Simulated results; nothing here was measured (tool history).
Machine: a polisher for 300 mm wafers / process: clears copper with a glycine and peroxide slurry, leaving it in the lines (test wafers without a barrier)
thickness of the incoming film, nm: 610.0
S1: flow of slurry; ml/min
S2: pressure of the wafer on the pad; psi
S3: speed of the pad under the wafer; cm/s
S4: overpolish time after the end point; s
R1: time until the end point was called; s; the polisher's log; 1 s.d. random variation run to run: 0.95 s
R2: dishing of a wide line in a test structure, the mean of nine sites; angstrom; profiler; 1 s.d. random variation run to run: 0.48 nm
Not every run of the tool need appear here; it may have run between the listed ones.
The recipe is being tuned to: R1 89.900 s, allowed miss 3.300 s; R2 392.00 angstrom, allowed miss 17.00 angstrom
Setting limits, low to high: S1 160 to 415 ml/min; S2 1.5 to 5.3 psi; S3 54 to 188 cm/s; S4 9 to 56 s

{"run": 1, "day": 0.0, "S1": 265, "S2": 3.4, "S3": 120, "S4": 29, "R1": 92.956, "R2": 911.11}
{"run": 2, "day": 0.246, "S1": 255, "S2": 3.2, "S3": 126, "S4": 27, "R1": 94.372, "R2": 841.38}
{"run": 3, "day": 0.604, "S1": 255, "S2": 3.2, "S3": 106, "S4": 27, "R1": 106.47, "R2": 807.72}
{"run": 4, "day": 0.767, "S1": 245, "S2": 3.0, "S3": 114, "S4": 25, "R1": 107.65, "R2": 749.4}
{"run": 5, "day": 0.95, "S1": 245, "S2": 3.0, "S3": 114, "S4": 34, "R1": 107.3, "R2": 890.57}
{"run": 6, "day": 1.167, "S1": 235, "S2": 2.8, "S3": 122, "S4": 31, "R1": 107.8, "R2": 845.46}
{"run": 7, "day": 1.238, "S1": 255, "S2": 2.7, "S3": 128, "S4": 29, "R1": 105.22, "R2": 805.2}
{"day": 1.329, "done": "slurry nozzle cleaned"}
{"run": 8, "day": 1.329, "S1": 260, "S2": 2.6, "S3": 134, "S4": 27, "R1": 98.371, "R2": 819.05}
{"run": 9, "day": 1.667, "S1": 250, "S2": 2.5, "S3": 138, "S4": 25, "R1": 99.058, "R2": 751.25}

Exercise: of the 5 proposed moves below, exactly one satisfies all targets within the stated allowed misses. Which move is it?
{"run": "A", "day": 2.004, "S1": 185, "S2": 3.3, "S3": 130, "S4": 9, "R1": "?", "R2": "?"}
{"run": "B", "day": 2.004, "S1": 220, "S2": 2.6, "S3": 158, "S4": 44, "R1": "?", "R2": "?"}
{"run": "C", "day": 2.004, "S1": 205, "S2": 2.0, "S3": 152, "S4": 21, "R1": "?", "R2": "?"}
{"run": "D", "day": 2.004, "S1": 275, "S2": 3.6, "S3": 134, "S4": 31, "R1": "?", "R2": "?"}
{"run": "E", "day": 2.004, "S1": 190, "S2": 2.7, "S3": 154, "S4": 33, "R1": "?", "R2": "?"}

move=A R1=89.858 R2=382.08
move=B R1=90.275 R2=1055.70
move=C R1=110.290 R2=611.36
move=D R1=79.662 R2=1004.70
move=E R1=91.005 R2=930.35
A: all results in spec
B: the biggest miss grows against the last run
C: better than the last run, though not everything is in spec
D: the biggest miss grows against the last run
E: the biggest miss grows against the last run
Go with A: it meets all targets.
